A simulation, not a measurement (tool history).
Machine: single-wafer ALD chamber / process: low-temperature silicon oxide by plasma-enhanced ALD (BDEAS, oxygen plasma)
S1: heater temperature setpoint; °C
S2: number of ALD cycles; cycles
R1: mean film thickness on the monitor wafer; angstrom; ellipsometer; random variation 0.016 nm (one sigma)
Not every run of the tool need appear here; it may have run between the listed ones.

run 1 day=0.000 | S1=100 S2=41 | R1=68.396
run 2 day=0.025 | S1=103 S2=40 | R1=66.817
run 3 day=0.396 | S1=113 S2=40 | R1=65.464
run 4 day=0.429 | S1=113 S2=45 | R1=73.394
run 5 day=0.771 | S1=114 S2=43 | R1=70.200
run 6 day=1.075 | S1=115 S2=41 | R1=66.875
run 7 day=1.179 | S1=115 S2=40 | R1=65.453
run 8 day=1.488 | S1=115 S2=40 | R1=65.544

What does the tool deliver on the next run?
run 9 day=1.638 | S1=115 S2=40 | R1=?

{"run 9": {"R1": 65.06}}
